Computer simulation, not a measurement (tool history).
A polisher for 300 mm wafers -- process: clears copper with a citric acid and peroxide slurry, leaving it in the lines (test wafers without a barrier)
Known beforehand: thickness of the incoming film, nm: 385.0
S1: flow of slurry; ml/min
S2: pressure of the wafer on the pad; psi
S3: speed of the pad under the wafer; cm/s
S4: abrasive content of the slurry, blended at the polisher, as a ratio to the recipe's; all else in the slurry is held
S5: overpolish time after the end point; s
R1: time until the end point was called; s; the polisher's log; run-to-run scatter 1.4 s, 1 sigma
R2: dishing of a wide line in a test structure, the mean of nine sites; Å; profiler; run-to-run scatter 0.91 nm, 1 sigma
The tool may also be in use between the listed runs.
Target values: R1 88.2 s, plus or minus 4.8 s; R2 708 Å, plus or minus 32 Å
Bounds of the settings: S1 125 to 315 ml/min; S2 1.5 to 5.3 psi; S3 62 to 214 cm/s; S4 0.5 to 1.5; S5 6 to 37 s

run 1 hour=0 | S1=205 S2=3.4 S3=138 S4=1 S5=19 | R1=91.786 R2=486.29
run 2 hour=0.6 | S1=205 S2=3.4 S3=138 S4=1.15 S5=19 | R1=93.219 R2=494.18
run 3 hour=8.4 | S1=205 S2=3.4 S3=138 S4=1.15 S5=20 | R1=89.146 R2=523.09
run 4 hour=16.4 | S1=205 S2=2.9 S3=138 S4=1.15 S5=20 | R1=105.32 R2=454.63
run 5 hour=19.6 | S1=205 S2=3 S3=138 S4=1.15 S5=21 | R1=101.14 R2=482.55
run 6 hour=21.8 | S1=205 S2=3 S3=138 S4=1.3 S5=21 | R1=99.5 R2=499.75
run 7 hour=28 | S1=205 S2=3.1 S3=138 S4=1.3 S5=22 | R1=97.783 R2=530.49
run 8 hour=35.2 | S1=205 S2=3.2 S3=138 S4=1.3 S5=23 | R1=90.22 R2=551.56

Pick the move, out of 4, that brings all results within their allowed miss; only one does.
run A hour=42.4 | S1=210 S2=2.9 S3=150 S4=1.35 S5=25 | R1=? R2=?
run B hour=42.4 | S1=215 S2=3.4 S3=136 S4=1.4 S5=30 | R1=? R2=?
run C hour=42.4 | S1=210 S2=3.5 S3=134 S4=1.25 S5=23 | R1=? R2=?
run D hour=42.4 | S1=215 S2=2.7 S3=182 S4=1.2 S5=19 | R1=? R2=?

move=A R1=95.566 R2=580.51
move=B R1=89.164 R2=706.13
move=C R1=90.268 R2=577.25
move=D R1=86.659 R2=504.17
A: an improvement on the last run, though not all results are within tolerance
B: all results in spec
C: an improvement on the last run, though not all results are within tolerance
D: the biggest miss grows against the last run
So the answer is move B, the one that meets all the targets.
